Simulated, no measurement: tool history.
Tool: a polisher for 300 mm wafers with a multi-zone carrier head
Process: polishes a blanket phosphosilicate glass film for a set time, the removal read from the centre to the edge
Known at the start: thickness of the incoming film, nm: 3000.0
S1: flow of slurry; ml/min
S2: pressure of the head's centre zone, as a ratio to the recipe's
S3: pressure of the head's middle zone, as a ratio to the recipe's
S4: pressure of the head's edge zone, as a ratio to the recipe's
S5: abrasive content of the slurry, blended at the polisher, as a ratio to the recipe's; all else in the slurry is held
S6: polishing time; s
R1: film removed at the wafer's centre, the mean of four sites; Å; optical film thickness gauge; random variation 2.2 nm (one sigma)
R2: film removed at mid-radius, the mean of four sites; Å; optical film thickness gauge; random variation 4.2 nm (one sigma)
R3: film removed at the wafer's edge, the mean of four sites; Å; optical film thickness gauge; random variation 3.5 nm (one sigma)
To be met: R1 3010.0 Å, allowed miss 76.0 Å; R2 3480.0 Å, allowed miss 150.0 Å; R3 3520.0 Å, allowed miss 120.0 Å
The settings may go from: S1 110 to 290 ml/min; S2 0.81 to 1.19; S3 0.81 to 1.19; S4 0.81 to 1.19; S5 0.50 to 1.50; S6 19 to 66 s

Run 1, hour 0.0: S1 185 ml/min, S2 1.00, S3 1.00, S4 1.00, S5 1.00, S6 42 s. Result: R1 4986.0 Å, R2 5041.7 Å, R3 5072.6 Å.
Run 2, hour 5.6: S1 180 ml/min, S2 0.98, S3 0.99, S4 0.98, S5 0.95, S6 42 s. Result: R1 4766.6 Å, R2 4753.9 Å, R3 4894.5 Å.
Run 3, hour 8.6: S1 180 ml/min, S2 0.98, S3 0.99, S4 0.98, S5 1.15, S6 42 s. Result: R1 5211.5 Å, R2 5216.5 Å, R3 5356.3 Å.
Run 4, hour 17.3: S1 205 ml/min, S2 0.98, S3 0.99, S4 0.98, S5 1.15, S6 42 s. Result: R1 5336.7 Å, R2 5214.3 Å, R3 5537.8 Å.
Run 5, hour 25.7: S1 205 ml/min, S2 0.98, S3 1.03, S4 0.98, S5 1.15, S6 42 s. Result: R1 5356.0 Å, R2 5544.8 Å, R3 5416.0 Å.
Run 6, hour 28.4: S1 205 ml/min, S2 0.98, S3 1.03, S4 1.05, S5 1.15, S6 42 s. Result: R1 5384.3 Å, R2 5563.2 Å, R3 5513.4 Å.
Run 7, hour 37.3: S1 195 ml/min, S2 0.96, S3 1.02, S4 1.04, S5 1.05, S6 41 s. Result: R1 4911.7 Å, R2 5090.6 Å, R3 5271.4 Å.
Run 8, hour 43.5: S1 185 ml/min, S2 0.95, S3 1.02, S4 1.02, S5 0.95, S6 40 s. Result: R1 4507.9 Å, R2 4708.5 Å, R3 4750.1 Å.
Run 9, hour 47.6: S1 135 ml/min, S2 0.85, S3 0.96, S4 1.02, S5 0.70, S6 39 s. Result: R1 3111.7 Å, R2 3517.9 Å, R3 3869.4 Å.
Run 10, hour 53.7: S1 135 ml/min, S2 0.85, S3 0.96, S4 1.00, S5 0.70, S6 39 s. Result: R1 3114.1 Å, R2 3512.5 Å, R3 3874.9 Å.
Run 11, hour 62.2: S1 135 ml/min, S2 0.85, S3 0.97, S4 0.98, S5 0.70, S6 39 s. Result: R1 3135.5 Å, R2 3626.5 Å, R3 3764.4 Å.
Run 12, hour 68.6: S1 120 ml/min, S2 0.84, S3 0.94, S4 0.92, S5 0.65, S6 39 s. Result: R1 2836.6 Å, R2 3313.0 Å, R3 3433.1 Å.
Run 13, hour 74.3: S1 125 ml/min, S2 0.84, S3 0.94, S4 0.92, S5 0.65, S6 39 s. Result: R1 2887.3 Å, R2 3305.3 Å, R3 3454.6 Å.
Run 14, hour 75.6: S1 130 ml/min, S2 0.84, S3 0.94, S4 0.92, S5 0.65, S6 39 s. Result: R1 2898.0 Å, R2 3280.5 Å, R3 3491.0 Å.
Run 15, hour 80.2: S1 130 ml/min, S2 0.84, S3 0.95, S4 0.92, S5 0.65, S6 39 s. Result: R1 2906.7 Å, R2 3382.8 Å, R3 3462.3 Å.
At hour 86.3: worn pad replaced by a new one.
Run 16, hour 86.3: S1 135 ml/min, S2 0.84, S3 0.95, S4 0.92, S5 0.65, S6 39 s. Result: R1 3171.0 Å, R2 3506.2 Å, R3 3764.5 Å.
Run 17, hour 87.5: S1 130 ml/min, S2 0.85, S3 0.97, S4 0.92, S5 0.65, S6 39 s. Result: R1 3172.6 Å, R2 3661.1 Å, R3 3764.1 Å.
Run 18, hour 95.9: S1 130 ml/min, S2 0.85, S3 0.97, S4 0.91, S5 0.65, S6 39 s. Result: R1 3203.0 Å, R2 3610.4 Å, R3 3812.8 Å.
Run 19, hour 101.5: S1 125 ml/min, S2 0.85, S3 0.97, S4 0.90, S5 0.65, S6 39 s. Result: R1 3102.1 Å, R2 3590.8 Å, R3 3672.2 Å.

4 next moves are on the table. One of them brings every result within its allowed miss. Which?
Run A, hour 107.1: S1 110 ml/min, S2 0.90, S3 1.08, S4 0.85, S5 0.65, S6 39 s. Result: R1 ?, R2 ?, R3 ?.
Run B, hour 107.1: S1 150 ml/min, S2 0.93, S3 0.98, S4 0.84, S5 0.65, S6 36 s. Result: R1 ?, R2 ?, R3 ?.
Run C, hour 107.1: S1 110 ml/min, S2 0.91, S3 1.06, S4 1.00, S5 0.60, S6 38 s. Result: R1 ?, R2 ?, R3 ?.
Run D, hour 107.1: S1 115 ml/min, S2 0.82, S3 0.93, S4 0.98, S5 0.60, S6 41 s. Result: R1 ?, R2 ?, R3 ?.

move      R1      R2      R3
   A  3158.0  3799.5  3518.8
   B  3307.9  3507.5  3427.9
   C  2980.0  3489.0  3533.9
   D  2938.4  3420.1  3819.8
A: brings the result that was furthest off to its target, and leaves another outside
B: brings the result that was furthest off to its target, and leaves another outside
C: meets every target
D: further off than the last run
Answer: C
